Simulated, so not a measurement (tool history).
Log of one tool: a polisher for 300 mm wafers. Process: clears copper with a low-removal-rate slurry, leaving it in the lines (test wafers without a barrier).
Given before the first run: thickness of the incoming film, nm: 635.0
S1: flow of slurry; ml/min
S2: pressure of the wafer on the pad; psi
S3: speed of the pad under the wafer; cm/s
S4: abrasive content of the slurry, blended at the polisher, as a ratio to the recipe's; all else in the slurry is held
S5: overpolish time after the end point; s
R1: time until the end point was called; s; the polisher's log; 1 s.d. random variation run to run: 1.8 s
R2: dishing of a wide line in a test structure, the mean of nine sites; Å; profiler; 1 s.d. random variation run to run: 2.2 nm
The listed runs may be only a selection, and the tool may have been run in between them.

run	hour	S1	S2	S3	S4	S5	R1	R2
1	0	200	3.6	110	1	23	162.77	623.49
2	5.5	200	3.6	96	1	23	188.59	557.34
3	14.3	200	3.7	96	1	24	182.01	556.47
4	16.1	200	3.8	96	1	26	178.16	649.21
5	21.4	200	3.8	96	1.2	26	171.54	663.68
6	28.4	200	3.9	96	1.2	27	164.04	703.93
7	32.3	200	4	96	1.2	28	163.6	734.01

The next listed run, before its measurement:
8	36.4	200	4.1	96	1.2	29	?	?

R1: 158.35 s
R2: 724.95 Å
